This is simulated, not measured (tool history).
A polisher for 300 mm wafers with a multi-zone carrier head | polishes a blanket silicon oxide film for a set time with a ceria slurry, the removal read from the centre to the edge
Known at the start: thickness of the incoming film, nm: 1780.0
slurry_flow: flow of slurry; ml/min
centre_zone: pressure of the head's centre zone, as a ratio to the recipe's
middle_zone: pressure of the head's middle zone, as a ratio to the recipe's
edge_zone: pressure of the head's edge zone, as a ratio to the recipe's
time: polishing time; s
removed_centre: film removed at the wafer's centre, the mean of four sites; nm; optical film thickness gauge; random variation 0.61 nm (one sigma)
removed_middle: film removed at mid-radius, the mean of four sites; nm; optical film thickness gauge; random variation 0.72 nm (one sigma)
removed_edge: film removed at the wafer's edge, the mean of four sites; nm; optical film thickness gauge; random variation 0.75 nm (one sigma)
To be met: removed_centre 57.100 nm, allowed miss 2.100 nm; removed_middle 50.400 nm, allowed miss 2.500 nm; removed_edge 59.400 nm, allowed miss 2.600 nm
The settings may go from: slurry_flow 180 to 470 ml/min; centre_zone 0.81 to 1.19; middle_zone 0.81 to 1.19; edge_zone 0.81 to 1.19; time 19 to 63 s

run,hour,slurry_flow,centre_zone,middle_zone,edge_zone,time,removed_centre,removed_middle,removed_edge
1,0.0,300,1.00,1.00,1.00,41,99.118,98.233,98.681
2,2.6,275,1.00,1.00,1.00,41,97.478,96.234,96.407
3,7.9,275,1.00,1.00,0.94,41,96.685,100.240,94.261
4,12.6,270,0.99,0.96,0.96,36,84.587,85.011,83.733
5,18.8,265,0.99,0.93,0.98,32,74.590,74.842,74.812
6,22.7,265,1.05,0.93,0.98,32,79.959,70.400,74.579
7,29.7,260,1.04,0.90,1.00,30,73.447,67.909,72.595
8,32.9,260,1.05,0.88,1.02,28,68.875,61.115,67.500
9,38.1,260,1.05,0.88,1.02,28,68.159,59.994,67.853
10,44.5,260,1.05,0.87,1.03,27,66.322,59.256,64.587
11,48.7,180,0.99,0.81,1.02,24,53.095,46.734,56.599
12,52.8,195,1.00,0.81,1.03,24,55.304,49.383,56.479

Which of these 4 next moves meets every target?
A,56.9,180,0.87,0.81,1.17,25,?,?,?
B,56.9,185,1.00,0.81,1.04,25,?,?,?
C,56.9,240,0.93,0.89,1.02,24,?,?,?
D,56.9,180,1.03,0.81,1.09,23,?,?,?

move,removed_centre,removed_middle,removed_edge
A,49.277,49.278,62.405
B,55.554,49.446,58.954
C,52.036,51.972,57.366
D,52.178,45.310,55.367
A: takes the result that was furthest off past its target
B: meets every target
C: brings the result that was furthest off to its target, and leaves another outside
D: further off than the last run
Move B is the one to make.
